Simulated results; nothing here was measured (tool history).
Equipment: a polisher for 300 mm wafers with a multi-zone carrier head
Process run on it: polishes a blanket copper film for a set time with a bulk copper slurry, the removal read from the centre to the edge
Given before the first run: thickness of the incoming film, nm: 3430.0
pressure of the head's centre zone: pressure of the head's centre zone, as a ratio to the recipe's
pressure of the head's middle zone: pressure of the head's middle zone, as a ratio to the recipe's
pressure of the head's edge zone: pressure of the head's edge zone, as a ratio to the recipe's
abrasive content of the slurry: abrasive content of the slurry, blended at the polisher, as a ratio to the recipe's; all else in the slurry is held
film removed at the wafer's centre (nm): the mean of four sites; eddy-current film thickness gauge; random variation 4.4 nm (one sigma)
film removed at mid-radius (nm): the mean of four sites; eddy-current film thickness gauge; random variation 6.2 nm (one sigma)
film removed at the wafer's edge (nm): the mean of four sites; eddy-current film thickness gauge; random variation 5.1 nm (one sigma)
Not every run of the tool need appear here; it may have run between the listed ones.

| run | hour | flow of slurry (ml/min) | pressure of the head's centre zone | pressure of the head's middle zone | pressure of the head's edge zone | abrasive content of the slurry | polishing time (s) | film removed at the wafer's centre (nm) | film removed at mid-radius (nm) | film removed at the wafer's edge (nm) |
|---|---|---|---|---|---|---|---|---|---|---|
| 1 | 0 | 270 | 1 | 1 | 1 | 1 | 54 | 446.84 | 451.79 | 446.49 |
| 2 | 7.2 | 270 | 1 | 1 | 1 | 0.8 | 54 | 427.34 | 444.23 | 427.09 |
| 3 | 15.6 | 275 | 0.98 | 1.05 | 1.02 | 0.85 | 54 | 431.31 | 466.05 | 437.95 |
| 4 | 16.8 | 280 | 0.95 | 1.09 | 1.03 | 0.85 | 54 | 417.05 | 479.64 | 446.24 |
| 5 | 23.4 | 280 | 0.95 | 1.09 | 1.03 | 0.85 | 48 | 370.87 | 431.68 | 394.59 |
| 6 | 28 | 280 | 0.91 | 1.09 | 1.03 | 0.85 | 48 | 355.78 | 434.08 | 390.48 |
| 7 | 29.8 | 280 | 0.91 | 1.09 | 1.03 | 0.85 | 48 | 355.83 | 425.83 | 396.76 |

Run 8, settings as shown, results not yet in. Your forecast:
| 8 | 36.2 | 290 | 0.9 | 1.12 | 1.01 | 0.95 | 50 | ? | ? | ? |

{"run 8": {"film removed at the wafer's centre (nm)": 366.62, "film removed at mid-radius (nm)": 472.42, "film removed at the wafer's edge (nm)": 403.81}}

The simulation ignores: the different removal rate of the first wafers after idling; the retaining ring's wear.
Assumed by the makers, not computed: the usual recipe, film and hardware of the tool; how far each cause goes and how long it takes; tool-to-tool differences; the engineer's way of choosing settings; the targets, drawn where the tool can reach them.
